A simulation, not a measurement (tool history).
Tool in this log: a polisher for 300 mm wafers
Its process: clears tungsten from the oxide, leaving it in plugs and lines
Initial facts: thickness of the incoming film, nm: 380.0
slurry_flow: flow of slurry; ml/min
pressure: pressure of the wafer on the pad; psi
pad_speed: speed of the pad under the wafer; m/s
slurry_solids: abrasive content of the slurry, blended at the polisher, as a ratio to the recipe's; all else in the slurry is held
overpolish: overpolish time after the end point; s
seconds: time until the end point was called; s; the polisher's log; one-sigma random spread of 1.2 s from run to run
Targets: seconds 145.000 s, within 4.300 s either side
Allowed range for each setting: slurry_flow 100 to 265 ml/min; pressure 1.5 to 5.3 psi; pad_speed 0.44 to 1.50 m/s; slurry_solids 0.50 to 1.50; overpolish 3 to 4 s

{"run": 1, "hour": 0.0, "slurry_flow": 170, "pressure": 3.4, "pad_speed": 0.96, "slurry_solids": 1.0, "overpolish": 4, "seconds": 93.6}
{"run": 2, "hour": 8.1, "slurry_flow": 170, "pressure": 3.4, "pad_speed": 0.96, "slurry_solids": 0.8, "overpolish": 4, "seconds": 100.34}
{"run": 3, "hour": 9.3, "slurry_flow": 170, "pressure": 3.4, "pad_speed": 1.12, "slurry_solids": 0.8, "overpolish": 4, "seconds": 86.525}
{"run": 4, "hour": 11.4, "slurry_flow": 200, "pressure": 3.4, "pad_speed": 1.12, "slurry_solids": 0.8, "overpolish": 4, "seconds": 84.933}
{"run": 5, "hour": 13.9, "slurry_flow": 200, "pressure": 3.8, "pad_speed": 1.12, "slurry_solids": 0.8, "overpolish": 4, "seconds": 78.149}
{"run": 6, "hour": 15.3, "slurry_flow": 200, "pressure": 3.8, "pad_speed": 1.12, "slurry_solids": 0.9, "overpolish": 4, "seconds": 76.589}
{"run": 7, "hour": 20.7, "slurry_flow": 200, "pressure": 3.2, "pad_speed": 1.08, "slurry_solids": 0.9, "overpolish": 4, "seconds": 87.52}
{"run": 8, "hour": 24.5, "slurry_flow": 195, "pressure": 2.8, "pad_speed": 1.04, "slurry_solids": 0.9, "overpolish": 4, "seconds": 98.507}
{"run": 9, "hour": 27.2, "slurry_flow": 190, "pressure": 2.5, "pad_speed": 1.0, "slurry_solids": 0.9, "overpolish": 4, "seconds": 109.56}
{"run": 10, "hour": 30.4, "slurry_flow": 185, "pressure": 2.2, "pad_speed": 0.98, "slurry_solids": 0.9, "overpolish": 4, "seconds": 119.02}

5 next moves are on the table. One of them brings every result within its allowed miss. Which?
{"run": "A", "hour": 33.6, "slurry_flow": 200, "pressure": 1.7, "pad_speed": 0.8, "slurry_solids": 0.95, "overpolish": 4, "seconds": "?"}
{"run": "B", "hour": 33.6, "slurry_flow": 180, "pressure": 2.0, "pad_speed": 0.84, "slurry_solids": 0.9, "overpolish": 4, "seconds": "?"}
{"run": "C", "hour": 33.6, "slurry_flow": 220, "pressure": 2.4, "pad_speed": 1.26, "slurry_solids": 0.85, "overpolish": 3, "seconds": "?"}
{"run": "D", "hour": 33.6, "slurry_flow": 195, "pressure": 2.4, "pad_speed": 0.9, "slurry_solids": 0.85, "overpolish": 4, "seconds": "?"}
{"run": "E", "hour": 33.6, "slurry_flow": 205, "pressure": 2.0, "pad_speed": 1.12, "slurry_solids": 0.85, "overpolish": 4, "seconds": "?"}

move=A seconds=158.380
move=B seconds=144.830
move=C seconds=88.240
move=D seconds=124.390
move=E seconds=109.420
A: carries the result that was furthest off beyond its target, to the other side
B: each result inside its tolerance
C: lands further from the targets than the last run did
D: nearer than the last run, and not there yet
E: lands further from the targets than the last run did
The right move is B.
